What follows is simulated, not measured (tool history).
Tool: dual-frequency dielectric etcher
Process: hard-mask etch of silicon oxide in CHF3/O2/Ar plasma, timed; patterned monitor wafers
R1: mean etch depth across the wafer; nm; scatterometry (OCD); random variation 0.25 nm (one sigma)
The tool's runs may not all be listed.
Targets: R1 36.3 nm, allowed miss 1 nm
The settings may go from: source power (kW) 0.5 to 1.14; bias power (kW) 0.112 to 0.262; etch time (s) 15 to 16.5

Run 1, hour 0: source power (kW) 0.82, bias power (kW) 0.187, etch time (s) 16.5. Result: R1 40.971 nm.
Run 2, hour 4.6: source power (kW) 0.89, bias power (kW) 0.187, etch time (s) 16.5. Result: R1 42.247 nm.
Run 3, hour 7.4: source power (kW) 0.97, bias power (kW) 0.187, etch time (s) 16.5. Result: R1 43.608 nm.
Run 4, hour 11.7: source power (kW) 0.97, bias power (kW) 0.22, etch time (s) 16.5. Result: R1 44.817 nm.
Run 5, hour 17: source power (kW) 1.08, bias power (kW) 0.22, etch time (s) 16.5. Result: R1 46.776 nm.
Run 6, hour 23: source power (kW) 1.08, bias power (kW) 0.235, etch time (s) 16.5. Result: R1 47.828 nm.
Run 7, hour 28.2: source power (kW) 0.92, bias power (kW) 0.197, etch time (s) 15.5. Result: R1 40.791 nm.
Run 8, hour 35.6: source power (kW) 0.9, bias power (kW) 0.194, etch time (s) 15.5. Result: R1 40.163 nm.

5 next moves are on the table. One of them brings every result within its allowed miss. Which?
Run A, hour 43: source power (kW) 0.84, bias power (kW) 0.192, etch time (s) 15.5. Result: R1 ?.
Run B, hour 43: source power (kW) 0.74, bias power (kW) 0.186, etch time (s) 15. Result: R1 ?.
Run C, hour 43: source power (kW) 0.9, bias power (kW) 0.183, etch time (s) 15. Result: R1 ?.
Run D, hour 43: source power (kW) 0.97, bias power (kW) 0.183, etch time (s) 16.5. Result: R1 ?.
Run E, hour 43: source power (kW) 0.89, bias power (kW) 0.209, etch time (s) 16.5. Result: R1 ?.

move      R1
   A   39.28
   B  36.039
   C  38.639
   D  43.713
   E  43.466
A: nearer than the last run, and not there yet
B: meets every target
C: nearer than the last run, and not there yet
D: further off than the last run
E: further off than the last run
The right move is B.

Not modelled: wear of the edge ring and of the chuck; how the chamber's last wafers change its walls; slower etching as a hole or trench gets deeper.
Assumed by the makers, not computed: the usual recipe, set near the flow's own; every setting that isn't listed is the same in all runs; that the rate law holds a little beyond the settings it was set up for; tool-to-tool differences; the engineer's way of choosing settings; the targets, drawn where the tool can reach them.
